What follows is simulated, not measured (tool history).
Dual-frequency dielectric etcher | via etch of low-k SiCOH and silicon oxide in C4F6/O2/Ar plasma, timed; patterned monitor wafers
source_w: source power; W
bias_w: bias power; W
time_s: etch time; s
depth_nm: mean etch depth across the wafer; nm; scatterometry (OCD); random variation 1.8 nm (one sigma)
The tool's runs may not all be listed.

run	day	source_w	bias_w	time_s	depth_nm
1	0.000	460	209	76.5	272.10
2	0.238	460	209	76.5	270.70
3	0.462	460	209	80.5	286.66
4	0.558	460	209	80.5	283.77
5	0.775	460	238	80.5	296.42
6	1.017	460	210	80.5	286.30
# day 1.204: bias power generator calibrated
7	1.204	480	212	80.5	292.57
8	1.454	490	213	80.5	299.02

Forecast run 9:
9	1.783	500	214	80.5	?

Run 9 gave depth_nm 301.24 nm.

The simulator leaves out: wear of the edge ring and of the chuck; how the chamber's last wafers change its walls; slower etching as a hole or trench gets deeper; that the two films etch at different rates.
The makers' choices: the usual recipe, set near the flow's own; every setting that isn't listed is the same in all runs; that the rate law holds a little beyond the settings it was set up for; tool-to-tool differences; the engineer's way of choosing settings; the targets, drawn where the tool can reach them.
